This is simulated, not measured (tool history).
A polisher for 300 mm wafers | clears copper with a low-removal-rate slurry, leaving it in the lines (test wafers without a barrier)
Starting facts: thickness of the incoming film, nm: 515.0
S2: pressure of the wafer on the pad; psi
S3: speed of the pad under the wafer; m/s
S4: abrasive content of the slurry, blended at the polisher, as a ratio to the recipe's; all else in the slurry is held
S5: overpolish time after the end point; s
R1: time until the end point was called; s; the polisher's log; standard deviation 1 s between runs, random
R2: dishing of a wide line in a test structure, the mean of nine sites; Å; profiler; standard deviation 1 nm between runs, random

{"run": 1, "hour": 0.0, "flow of slurry (ml/min)": 295, "S2": 3.6, "S3": 1.24, "S4": 1.0, "S5": 18, "R1": 108.51, "R2": 502.34}
{"run": 2, "hour": 3.9, "flow of slurry (ml/min)": 295, "S2": 3.8, "S3": 1.24, "S4": 1.0, "S5": 18, "R1": 105.52, "R2": 522.86}
{"run": 3, "hour": 12.9, "flow of slurry (ml/min)": 250, "S2": 3.8, "S3": 1.24, "S4": 1.0, "S5": 18, "R1": 104.81, "R2": 488.68}
{"run": 4, "hour": 17.0, "flow of slurry (ml/min)": 250, "S2": 3.8, "S3": 1.24, "S4": 1.2, "S5": 18, "R1": 102.46, "R2": 533.32}
{"run": 5, "hour": 19.6, "flow of slurry (ml/min)": 255, "S2": 4.0, "S3": 1.24, "S4": 1.2, "S5": 17, "R1": 98.62, "R2": 512.69}
{"run": 6, "hour": 23.7, "flow of slurry (ml/min)": 260, "S2": 4.2, "S3": 1.26, "S4": 1.2, "S5": 17, "R1": 92.04, "R2": 558.22}
{"run": 7, "hour": 28.7, "flow of slurry (ml/min)": 265, "S2": 4.4, "S3": 1.26, "S4": 1.2, "S5": 16, "R1": 87.041, "R2": 532.14}
{"run": 8, "hour": 33.9, "flow of slurry (ml/min)": 265, "S2": 4.5, "S3": 1.26, "S4": 1.2, "S5": 16, "R1": 84.836, "R2": 536.72}
{"run": 9, "hour": 37.5, "flow of slurry (ml/min)": 265, "S2": 4.6, "S3": 1.26, "S4": 1.2, "S5": 16, "R1": 83.977, "R2": 564.79}

What does the tool deliver on the next run?
{"run": 10, "hour": 45.1, "flow of slurry (ml/min)": 265, "S2": 5.6, "S3": 1.3, "S4": 1.2, "S5": 13, "R1": "?", "R2": "?"}

For run 10 the tool returned R1 69.747 s, R2 546.19 Å.

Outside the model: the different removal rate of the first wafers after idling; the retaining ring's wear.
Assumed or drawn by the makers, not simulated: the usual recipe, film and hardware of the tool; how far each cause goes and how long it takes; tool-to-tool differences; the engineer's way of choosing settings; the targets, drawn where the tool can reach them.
